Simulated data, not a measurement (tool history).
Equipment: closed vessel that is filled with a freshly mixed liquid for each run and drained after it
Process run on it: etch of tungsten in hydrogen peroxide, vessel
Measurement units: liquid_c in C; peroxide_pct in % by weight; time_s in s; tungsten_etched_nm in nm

| run | hour | liquid_c | peroxide_pct | time_s | tungsten_etched_nm |
|---|---|---|---|---|---|
| 1 | 0 | 43 | 20.5 | 30 | 30.415 |
| 2 | 6.1 | 43 | 20.5 | 30 | 30.58 |
| 3 | 8.2 | 43 | 23.5 | 30 | 32.336 |
| 4 | 16.7 | 42 | 23.5 | 30 | 30.61 |
| 5 | 22.4 | 41 | 23.5 | 30 | 28.537 |
| 6 | 25.3 | 40 | 23.5 | 30 | 26.83 |
| 7 | 26.8 | 39 | 23.5 | 30 | 25.095 |
| 8 | 28.4 | 38.5 | 23.5 | 30 | 24.478 |
| 9 | 36.5 | 38 | 23.5 | 30 | 23.428 |
| 10 | 39.7 | 37.5 | 23.5 | 30 | 22.431 |
| 11 | 48.5 | 37 | 23.5 | 30 | 21.803 |

Predict the results of run 12:
| 12 | 52 | 36.5 | 23.5 | 30 | ? |

tungsten_etched_nm: 21.254 nm
